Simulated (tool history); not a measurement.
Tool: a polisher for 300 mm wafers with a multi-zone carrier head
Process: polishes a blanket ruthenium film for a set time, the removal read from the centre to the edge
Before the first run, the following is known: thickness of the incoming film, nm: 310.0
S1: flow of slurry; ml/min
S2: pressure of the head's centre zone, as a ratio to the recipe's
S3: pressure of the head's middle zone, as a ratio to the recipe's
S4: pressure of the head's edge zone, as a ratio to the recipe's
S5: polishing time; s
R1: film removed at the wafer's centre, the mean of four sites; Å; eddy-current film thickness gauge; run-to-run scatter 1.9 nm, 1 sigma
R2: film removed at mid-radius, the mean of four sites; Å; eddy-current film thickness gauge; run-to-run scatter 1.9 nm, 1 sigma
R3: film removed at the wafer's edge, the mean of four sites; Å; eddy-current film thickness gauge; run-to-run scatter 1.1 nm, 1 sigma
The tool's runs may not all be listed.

Run 1, hour 0.0: S1 215 ml/min, S2 1.00, S3 1.00, S4 1.00, S5 67 s. Result: R1 1005.2 Å, R2 1032.7 Å, R3 1005.7 Å.
Run 2, hour 4.2: S1 225 ml/min, S2 1.04, S3 1.04, S4 1.03, S5 71 s. Result: R1 1116.8 Å, R2 1140.7 Å, R3 1067.7 Å.
Run 3, hour 5.5: S1 230 ml/min, S2 1.06, S3 1.05, S4 1.05, S5 75 s. Result: R1 1202.9 Å, R2 1188.0 Å, R3 1132.4 Å.
Run 4, hour 11.4: S1 230 ml/min, S2 1.00, S3 1.05, S4 1.05, S5 75 s. Result: R1 1118.8 Å, R2 1200.9 Å, R3 1144.6 Å.
Run 5, hour 14.2: S1 265 ml/min, S2 1.00, S3 1.05, S4 1.05, S5 75 s. Result: R1 1138.2 Å, R2 1214.7 Å, R3 1140.4 Å.
Run 6, hour 21.5: S1 265 ml/min, S2 1.00, S3 1.05, S4 1.10, S5 75 s. Result: R1 1156.5 Å, R2 1249.1 Å, R3 1175.5 Å.
Run 7, hour 23.6: S1 270 ml/min, S2 1.03, S3 1.07, S4 1.11, S5 78 s. Result: R1 1249.9 Å, R2 1291.6 Å, R3 1233.0 Å.

What does the tool deliver on the next run?
Run 8, hour 27.6: S1 300 ml/min, S2 1.11, S3 1.17, S4 1.06, S5 89 s. Result: R1 ?, R2 ?, R3 ?.

{"run 8": {"R1": 1525.9, "R2": 1603.6, "R3": 1390.9}}
